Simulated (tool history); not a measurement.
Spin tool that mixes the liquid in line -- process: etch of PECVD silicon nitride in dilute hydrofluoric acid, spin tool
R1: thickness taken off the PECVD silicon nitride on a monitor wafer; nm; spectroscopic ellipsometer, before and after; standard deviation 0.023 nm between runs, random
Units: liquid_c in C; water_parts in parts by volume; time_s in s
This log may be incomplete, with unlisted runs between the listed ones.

run 1 hour=0.0 | liquid_c=23.0 water_parts=85 time_s=80 | R1=1.48660
run 2 hour=7.1 | liquid_c=23.0 water_parts=110 time_s=80 | R1=1.14280
run 3 hour=13.6 | liquid_c=21.0 water_parts=110 time_s=80 | R1=1.00670
run 4 hour=15.4 | liquid_c=18.5 water_parts=110 time_s=80 | R1=0.85278
run 5 hour=19.0 | liquid_c=18.5 water_parts=95 time_s=80 | R1=0.96824
run 6 hour=25.9 | liquid_c=18.5 water_parts=95 time_s=60 | R1=0.74095

The next listed run, before its measurement:
run 7 hour=33.7 | liquid_c=20.5 water_parts=95 time_s=60 | R1=?

{"run 7": {"R1": 0.84967}}
